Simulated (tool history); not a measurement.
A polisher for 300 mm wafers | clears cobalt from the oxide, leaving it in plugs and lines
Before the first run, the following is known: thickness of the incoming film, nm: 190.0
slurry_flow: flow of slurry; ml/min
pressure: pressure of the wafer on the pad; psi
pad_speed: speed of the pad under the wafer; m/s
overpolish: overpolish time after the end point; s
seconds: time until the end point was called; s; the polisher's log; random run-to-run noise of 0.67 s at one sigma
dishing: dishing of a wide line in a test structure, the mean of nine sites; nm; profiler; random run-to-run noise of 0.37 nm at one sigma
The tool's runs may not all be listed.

| run | hour | slurry_flow | pressure | pad_speed | overpolish | seconds | dishing |
|---|---|---|---|---|---|---|---|
| 1 | 0 | 140 | 2.3 | 0.84 | 25 | 45.235 | 40.65 |
| 2 | 8.1 | 140 | 2.3 | 0.84 | 17 | 45.021 | 35.281 |
| 3 | 13.3 | 155 | 2.3 | 0.84 | 17 | 44.953 | 34.373 |
| 4 | 16.9 | 175 | 2.2 | 0.84 | 14 | 44.797 | 32.863 |
| 5 | 20.1 | 175 | 2.6 | 0.84 | 14 | 37.502 | 33.868 |
| 6 | 27.9 | 195 | 2.6 | 0.84 | 14 | 36.884 | 34.344 |

Forecast run 7:
| 7 | 36.5 | 205 | 2.5 | 0.78 | 12 | ? | ? |

seconds: 43.22 s
dishing: 31.215 nm

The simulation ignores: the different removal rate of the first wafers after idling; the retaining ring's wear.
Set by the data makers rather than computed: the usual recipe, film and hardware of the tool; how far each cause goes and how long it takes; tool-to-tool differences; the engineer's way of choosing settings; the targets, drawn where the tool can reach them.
